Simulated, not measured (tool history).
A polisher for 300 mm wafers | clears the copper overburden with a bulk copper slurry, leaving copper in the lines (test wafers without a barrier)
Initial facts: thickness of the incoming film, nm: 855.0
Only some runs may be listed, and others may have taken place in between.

| run | day | flow of slurry (ml/min) | pressure of the wafer on the pad (psi) | speed of the pad under the wafer (m/s) | abrasive content of the slurry | overpolish time after the end point (s) | time until the end point was called (s) | dishing of a wide line in a test structure (Å) |
|---|---|---|---|---|---|---|---|---|
| 1 | 0 | 140 | 1.8 | 1.02 | 1 | 25 | 123.94 | 886.56 |
| 2 | 0.267 | 140 | 1.9 | 1.02 | 1 | 25 | 120.76 | 917.14 |
| 3 | 0.362 | 140 | 2 | 1.02 | 1 | 25 | 114.71 | 930.23 |
| 4 | 0.392 | 140 | 2.1 | 1.02 | 1 | 25 | 108.11 | 997.11 |
| 5 | 0.538 | 140 | 2.2 | 1.02 | 1 | 25 | 103.87 | 1012.7 |
| 6 | 0.908 | 140 | 2.1 | 1.02 | 1 | 25 | 108.41 | 1001.7 |

Estimate the outcome of run 7 from the log above:
| 7 | 0.962 | 160 | 2.6 | 1.04 | 1 | 29 | ? | ? |

For run 7 the tool returned time until the end point was called (s) 84.311, dishing of a wide line in a test structure (Å) 1300.4.
